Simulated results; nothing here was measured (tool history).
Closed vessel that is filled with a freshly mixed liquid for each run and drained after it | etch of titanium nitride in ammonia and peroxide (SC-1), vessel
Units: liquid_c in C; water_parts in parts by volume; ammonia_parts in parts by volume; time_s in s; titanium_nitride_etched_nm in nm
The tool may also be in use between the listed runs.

run	hour	liquid_c	water_parts	ammonia_parts	time_s	titanium_nitride_etched_nm
1	0.0	54.0	12.0	0.5	30	3.0500
2	5.8	54.0	12.0	0.5	30	3.0312
3	8.5	54.0	12.0	0.6	30	3.1076
4	9.1	54.0	8.5	0.6	30	3.7185
5	12.2	49.0	8.5	0.6	30	2.6211
6	12.7	49.0	8.5	0.6	30	2.6635
7	13.3	47.5	8.5	0.6	30	2.4085
8	16.3	46.5	8.5	0.6	30	2.2129
9	25.1	45.5	8.5	0.6	30	2.0933
10	27.2	45.0	8.5	0.6	30	1.9919
11	29.7	45.0	8.5	0.6	30	1.9836
12	34.8	44.5	8.5	0.6	30	1.9263

The next listed run, before its measurement:
13	37.6	44.0	8.5	0.6	30	?

Run 13 gave titanium_nitride_etched_nm 1.8678 nm.

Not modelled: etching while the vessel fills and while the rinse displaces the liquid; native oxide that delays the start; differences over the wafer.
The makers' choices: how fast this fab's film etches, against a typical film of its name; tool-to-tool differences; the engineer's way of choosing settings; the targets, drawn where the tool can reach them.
